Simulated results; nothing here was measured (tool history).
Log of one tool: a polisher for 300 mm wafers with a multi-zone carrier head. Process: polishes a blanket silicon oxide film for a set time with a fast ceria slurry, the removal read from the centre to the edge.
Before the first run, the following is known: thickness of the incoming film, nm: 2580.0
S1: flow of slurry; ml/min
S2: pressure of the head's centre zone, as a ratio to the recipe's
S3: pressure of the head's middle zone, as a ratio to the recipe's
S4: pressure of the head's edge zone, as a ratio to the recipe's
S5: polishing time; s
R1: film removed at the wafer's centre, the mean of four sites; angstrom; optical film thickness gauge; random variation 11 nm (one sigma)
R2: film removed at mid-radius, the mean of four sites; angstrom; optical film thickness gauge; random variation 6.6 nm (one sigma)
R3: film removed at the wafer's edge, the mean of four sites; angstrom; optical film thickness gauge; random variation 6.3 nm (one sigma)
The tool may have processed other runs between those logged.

run	day	S1	S2	S3	S4	S5	R1	R2	R3
1	0.000	305	1.00	1.00	1.00	84	7297.5	7137.8	7219.8
2	0.058	305	1.00	1.00	1.00	67	5828.0	5686.2	5763.1
3	0.092	310	1.01	1.01	1.04	74	6367.3	6381.1	6511.3
4	0.362	315	1.04	1.01	1.07	78	6945.0	6687.8	6943.3
5	0.700	320	1.05	1.02	1.10	82	7319.8	7146.9	7307.0
6	0.767	325	1.06	1.01	1.12	85	7931.4	7458.2	7750.4
7	0.900	335	1.05	1.01	1.14	87	7684.6	7513.3	8090.5

Run 8 has not been measured yet. What should we expect?
8	1.233	340	1.06	1.02	1.15	88	?	?	?

R1: 8114.2 angstrom
R2: 7820.3 angstrom
R3: 8208.1 angstrom
